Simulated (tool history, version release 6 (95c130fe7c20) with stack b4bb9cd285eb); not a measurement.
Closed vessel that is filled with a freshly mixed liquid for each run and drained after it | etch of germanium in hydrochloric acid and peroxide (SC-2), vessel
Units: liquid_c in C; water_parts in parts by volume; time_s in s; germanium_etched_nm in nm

run	day	liquid_c	water_parts	time_s	germanium_etched_nm
1	0.000	56.0	7.5	35	116.530
2	0.317	56.0	6.0	35	118.140
3	0.533	62.0	6.0	35	143.420
4	0.688	62.0	6.0	35	141.690
5	1.017	62.0	8.5	35	137.620
6	1.200	59.5	8.5	35	129.580
7	1.329	57.0	8.5	35	119.220
8	1.517	55.0	8.5	35	111.720
9	1.833	47.0	9.0	35	87.153
10	2.183	46.5	9.0	35	86.135
11	2.492	46.0	9.0	35	83.143

The next listed run, before its measurement:
12	2.596	45.5	9.0	35	?

{"run 12": {"germanium_etched_nm": 82.089}}

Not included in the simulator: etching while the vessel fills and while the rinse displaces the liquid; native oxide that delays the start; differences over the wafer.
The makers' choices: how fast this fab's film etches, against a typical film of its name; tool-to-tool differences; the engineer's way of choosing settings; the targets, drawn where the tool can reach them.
